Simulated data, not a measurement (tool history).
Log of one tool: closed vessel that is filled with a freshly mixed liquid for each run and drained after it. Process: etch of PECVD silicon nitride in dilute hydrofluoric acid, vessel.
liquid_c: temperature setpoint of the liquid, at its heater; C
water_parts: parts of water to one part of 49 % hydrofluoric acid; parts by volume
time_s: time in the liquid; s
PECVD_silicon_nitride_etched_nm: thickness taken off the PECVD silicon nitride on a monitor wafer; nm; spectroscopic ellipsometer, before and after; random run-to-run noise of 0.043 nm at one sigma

| run | hour | liquid_c | water_parts | time_s | PECVD_silicon_nitride_etched_nm |
|---|---|---|---|---|---|
| 1 | 0.0 | 26.0 | 50 | 120 | 7.7097 |
| 2 | 6.0 | 26.0 | 35 | 120 | 10.9480 |
| 3 | 13.1 | 26.0 | 35 | 120 | 10.7780 |
| 4 | 17.2 | 26.0 | 35 | 120 | 11.0070 |
| 5 | 25.2 | 23.5 | 40 | 120 | 8.1751 |
| 6 | 28.6 | 22.0 | 40 | 120 | 7.2208 |
| 7 | 34.3 | 20.5 | 40 | 120 | 6.6151 |
| 8 | 40.9 | 18.0 | 50 | 120 | 4.4418 |

What will run 9 give?
| 9 | 47.6 | 18.5 | 50 | 120 | ? |

PECVD_silicon_nitride_etched_nm: 4.6587 nm
